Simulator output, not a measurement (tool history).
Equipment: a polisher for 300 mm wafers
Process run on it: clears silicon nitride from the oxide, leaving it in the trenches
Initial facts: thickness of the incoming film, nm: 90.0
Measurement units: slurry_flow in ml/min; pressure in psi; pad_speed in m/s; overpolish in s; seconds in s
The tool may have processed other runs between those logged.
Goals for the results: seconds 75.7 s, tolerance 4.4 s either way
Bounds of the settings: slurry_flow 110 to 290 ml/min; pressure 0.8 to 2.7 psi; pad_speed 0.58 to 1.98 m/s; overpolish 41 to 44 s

run 1 day=0 | slurry_flow=185 pressure=1.7 pad_speed=1.28 overpolish=41 | seconds=128.66
run 2 day=0.133 | slurry_flow=185 pressure=1.9 pad_speed=1.3 overpolish=41 | seconds=116.09
run 3 day=0.304 | slurry_flow=185 pressure=2.1 pad_speed=1.32 overpolish=41 | seconds=101.47
run 4 day=0.529 | slurry_flow=225 pressure=2.1 pad_speed=1.32 overpolish=41 | seconds=100.35
run 5 day=0.796 | slurry_flow=205 pressure=2.1 pad_speed=1.32 overpolish=41 | seconds=98.148
run 6 day=0.988 | slurry_flow=250 pressure=2.1 pad_speed=1.32 overpolish=41 | seconds=97.366
run 7 day=1.121 | slurry_flow=250 pressure=2.2 pad_speed=1.32 overpolish=41 | seconds=94.072
run 8 day=1.425 | slurry_flow=250 pressure=2.3 pad_speed=1.32 overpolish=41 | seconds=88.84

Exactly one of the 4 candidate moves below puts every result within its allowed miss. Which one?
run A day=1.729 | slurry_flow=290 pressure=2.5 pad_speed=1 overpolish=41 | seconds=?
run B day=1.729 | slurry_flow=260 pressure=2.4 pad_speed=1.46 overpolish=44 | seconds=?
run C day=1.729 | slurry_flow=270 pressure=2.2 pad_speed=1.2 overpolish=44 | seconds=?
run D day=1.729 | slurry_flow=255 pressure=1.7 pad_speed=1.46 overpolish=42 | seconds=?

move=A seconds=102.39
move=B seconds=77.52
move=C seconds=99.91
move=D seconds=108.71
A: misses by more than the last run did
B: hits every target within its allowed miss
C: misses by more than the last run did
D: misses by more than the last run did
The right move is B.
